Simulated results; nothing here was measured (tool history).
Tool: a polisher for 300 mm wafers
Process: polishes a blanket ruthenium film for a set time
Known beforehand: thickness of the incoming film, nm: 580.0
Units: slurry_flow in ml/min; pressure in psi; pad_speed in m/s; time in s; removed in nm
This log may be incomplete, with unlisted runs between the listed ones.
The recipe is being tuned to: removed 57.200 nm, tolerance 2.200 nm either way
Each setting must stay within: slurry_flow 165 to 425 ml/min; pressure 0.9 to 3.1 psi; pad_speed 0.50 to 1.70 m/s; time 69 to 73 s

run,day,slurry_flow,pressure,pad_speed,time,removed
1,0.000,275,2.0,1.10,69,109.720
2,0.025,275,2.0,1.26,69,120.670
3,0.146,275,1.8,1.26,69,108.380
4,0.258,275,2.2,1.26,69,132.670
5,0.329,275,2.2,1.26,73,142.510
6,0.412,275,2.2,1.52,73,159.790
7,0.754,275,2.0,1.42,72,137.590
8,0.992,275,1.8,1.34,72,118.530
9,1.300,275,1.7,1.28,72,108.220
10,1.475,275,1.6,1.22,72,97.881
11,1.554,275,1.5,1.18,72,90.920
12,1.788,275,1.4,1.14,72,82.749
13,2.029,275,0.9,1.00,72,50.410

Exactly one of the 4 candidate moves below puts every result within its allowed miss. Which one?
A,2.271,260,1.0,1.00,70,?
B,2.271,310,1.1,0.96,73,?
C,2.271,275,1.0,0.82,69,?
D,2.271,295,1.1,0.96,69,?

move,removed
A,53.903
B,61.014
C,47.182
D,57.393
A: nearer the targets than the last run, but a result is still out of spec
B: carries the result that was furthest off beyond its target, to the other side
C: moves away from the targets compared with the last run
D: all results land within tolerance of their targets
D is the move that brings every result within its allowed miss.
